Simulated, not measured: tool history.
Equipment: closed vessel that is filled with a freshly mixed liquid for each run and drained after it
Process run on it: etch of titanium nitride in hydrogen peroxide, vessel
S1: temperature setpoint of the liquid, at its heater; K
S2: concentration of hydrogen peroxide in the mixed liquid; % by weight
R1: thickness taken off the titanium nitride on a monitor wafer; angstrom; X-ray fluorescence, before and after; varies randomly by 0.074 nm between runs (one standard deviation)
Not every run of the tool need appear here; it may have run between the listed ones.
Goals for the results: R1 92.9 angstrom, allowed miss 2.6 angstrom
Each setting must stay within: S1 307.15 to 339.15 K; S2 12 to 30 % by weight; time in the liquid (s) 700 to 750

{"run": 1, "hour": 0.0, "S1": 323.15, "S2": 20.5, "time in the liquid (s)": 700, "R1": 170.38}
{"run": 2, "hour": 2.5, "S1": 323.15, "S2": 22, "time in the liquid (s)": 700, "R1": 175.43}
{"run": 3, "hour": 5.6, "S1": 323.15, "S2": 24.5, "time in the liquid (s)": 700, "R1": 180.56}
{"run": 4, "hour": 11.4, "S1": 323.15, "S2": 24.5, "time in the liquid (s)": 750, "R1": 192.01}
{"run": 5, "hour": 18.7, "S1": 322.15, "S2": 24.5, "time in the liquid (s)": 750, "R1": 179.89}
{"run": 6, "hour": 22.3, "S1": 322.15, "S2": 24.5, "time in the liquid (s)": 700, "R1": 166.77}
{"run": 7, "hour": 28.1, "S1": 321.15, "S2": 24.5, "time in the liquid (s)": 700, "R1": 157.22}
{"run": 8, "hour": 34.5, "S1": 320.15, "S2": 24.5, "time in the liquid (s)": 700, "R1": 144.01}
{"run": 9, "hour": 41.7, "S1": 320.15, "S2": 24.5, "time in the liquid (s)": 700, "R1": 144.48}
{"run": 10, "hour": 43.4, "S1": 319.65, "S2": 24.5, "time in the liquid (s)": 700, "R1": 138.51}
{"run": 11, "hour": 46.3, "S1": 319.15, "S2": 24.5, "time in the liquid (s)": 700, "R1": 134.23}
{"run": 12, "hour": 52.7, "S1": 318.65, "S2": 24.5, "time in the liquid (s)": 700, "R1": 130.2}
{"run": 13, "hour": 60.5, "S1": 318.15, "S2": 24.5, "time in the liquid (s)": 700, "R1": 123.59}
{"run": 14, "hour": 61.6, "S1": 317.65, "S2": 24.5, "time in the liquid (s)": 700, "R1": 120.38}
{"run": 15, "hour": 70.2, "S1": 317.15, "S2": 24.5, "time in the liquid (s)": 700, "R1": 115.64}
{"run": 16, "hour": 71.3, "S1": 316.65, "S2": 24.5, "time in the liquid (s)": 700, "R1": 109.89}
{"run": 17, "hour": 76.9, "S1": 315.15, "S2": 24.5, "time in the liquid (s)": 700, "R1": 99.542}

Pick the move, out of 4, that brings all results within their allowed miss; only one does.
{"run": "A", "hour": 82.5, "S1": 314.15, "S2": 24.5, "time in the liquid (s)": 700, "R1": "?"}
{"run": "B", "hour": 82.5, "S1": 314.65, "S2": 26, "time in the liquid (s)": 750, "R1": "?"}
{"run": "C", "hour": 82.5, "S1": 314.65, "S2": 28, "time in the liquid (s)": 700, "R1": "?"}
{"run": "D", "hour": 82.5, "S1": 314.15, "S2": 27, "time in the liquid (s)": 735, "R1": "?"}

move=A R1=92.821
move=B R1=104.67
move=C R1=99.295
move=D R1=99.556
A: hits every target within its allowed miss
B: moves away from the targets compared with the last run
C: just as far off the targets as the last run
D: just as far off the targets as the last run
A meets every target.
